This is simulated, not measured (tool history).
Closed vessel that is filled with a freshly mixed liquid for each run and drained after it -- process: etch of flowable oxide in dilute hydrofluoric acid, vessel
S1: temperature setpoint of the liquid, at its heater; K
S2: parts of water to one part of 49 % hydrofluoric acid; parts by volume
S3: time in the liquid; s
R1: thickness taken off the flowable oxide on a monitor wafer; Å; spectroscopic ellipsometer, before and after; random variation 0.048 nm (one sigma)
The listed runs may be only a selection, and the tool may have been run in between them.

{"run": 1, "hour": 0.0, "S1": 295.15, "S2": 220, "S3": 30, "R1": 71.756}
{"run": 2, "hour": 4.9, "S1": 295.15, "S2": 220, "S3": 30, "R1": 71.615}
{"run": 3, "hour": 10.5, "S1": 295.15, "S2": 185, "S3": 30, "R1": 87.897}
{"run": 4, "hour": 17.4, "S1": 295.15, "S2": 245, "S3": 30, "R1": 62.919}
{"run": 5, "hour": 22.9, "S1": 296.65, "S2": 225, "S3": 30, "R1": 73.413}
{"run": 6, "hour": 24.0, "S1": 297.65, "S2": 205, "S3": 30, "R1": 85.087}
{"run": 7, "hour": 24.5, "S1": 298.65, "S2": 190, "S3": 30, "R1": 97.279}
{"run": 8, "hour": 33.3, "S1": 299.15, "S2": 180, "S3": 30, "R1": 105.89}

Estimate the outcome of run 9 from the log above:
{"run": 9, "hour": 38.0, "S1": 299.65, "S2": 170, "S3": 30, "R1": "?"}

{"run 9": {"R1": 114.97}}
